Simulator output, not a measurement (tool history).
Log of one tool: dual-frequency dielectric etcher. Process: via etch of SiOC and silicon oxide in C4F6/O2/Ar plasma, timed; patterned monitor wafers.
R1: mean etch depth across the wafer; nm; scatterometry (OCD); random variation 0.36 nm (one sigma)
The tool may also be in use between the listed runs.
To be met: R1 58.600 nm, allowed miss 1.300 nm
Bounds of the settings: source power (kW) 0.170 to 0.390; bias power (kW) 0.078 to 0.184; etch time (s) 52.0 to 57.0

Run 1, hour 0.0: source power (kW) 0.280, bias power (kW) 0.131, etch time (s) 57.0. Result: R1 49.749 nm.
Run 2, hour 4.0: source power (kW) 0.310, bias power (kW) 0.135, etch time (s) 57.0. Result: R1 52.098 nm.
Run 3, hour 10.0: source power (kW) 0.310, bias power (kW) 0.135, etch time (s) 52.0. Result: R1 47.712 nm.
Run 4, hour 17.3: source power (kW) 0.320, bias power (kW) 0.147, etch time (s) 53.5. Result: R1 50.895 nm.
Run 5, hour 21.2: source power (kW) 0.320, bias power (kW) 0.147, etch time (s) 57.0. Result: R1 54.060 nm.
Run 6, hour 25.8: source power (kW) 0.320, bias power (kW) 0.134, etch time (s) 57.0. Result: R1 52.805 nm.
Run 7, hour 28.8: source power (kW) 0.340, bias power (kW) 0.137, etch time (s) 57.0. Result: R1 54.238 nm.
Run 8, hour 37.6: source power (kW) 0.340, bias power (kW) 0.137, etch time (s) 57.0. Result: R1 54.632 nm.
Run 9, hour 38.7: source power (kW) 0.350, bias power (kW) 0.139, etch time (s) 57.0. Result: R1 55.138 nm.
Run 10, hour 45.7: source power (kW) 0.360, bias power (kW) 0.141, etch time (s) 57.0. Result: R1 55.467 nm.
Run 11, hour 49.2: source power (kW) 0.370, bias power (kW) 0.145, etch time (s) 57.0. Result: R1 57.518 nm.

5 next moves are on the table. One of them brings every result within its allowed miss. Which?
Run A, hour 52.7: source power (kW) 0.390, bias power (kW) 0.154, etch time (s) 56.0. Result: R1 ?.
Run B, hour 52.7: source power (kW) 0.350, bias power (kW) 0.147, etch time (s) 55.5. Result: R1 ?.
Run C, hour 52.7: source power (kW) 0.390, bias power (kW) 0.120, etch time (s) 57.0. Result: R1 ?.
Run D, hour 52.7: source power (kW) 0.350, bias power (kW) 0.149, etch time (s) 55.0. Result: R1 ?.
Run E, hour 52.7: source power (kW) 0.350, bias power (kW) 0.160, etch time (s) 54.0. Result: R1 ?.

move      R1
   A  58.517
   B  54.732
   C  55.484
   D  54.455
   E  54.608
A: meets every target
B: further off than the last run
C: further off than the last run
D: further off than the last run
E: further off than the last run
The right move is A.

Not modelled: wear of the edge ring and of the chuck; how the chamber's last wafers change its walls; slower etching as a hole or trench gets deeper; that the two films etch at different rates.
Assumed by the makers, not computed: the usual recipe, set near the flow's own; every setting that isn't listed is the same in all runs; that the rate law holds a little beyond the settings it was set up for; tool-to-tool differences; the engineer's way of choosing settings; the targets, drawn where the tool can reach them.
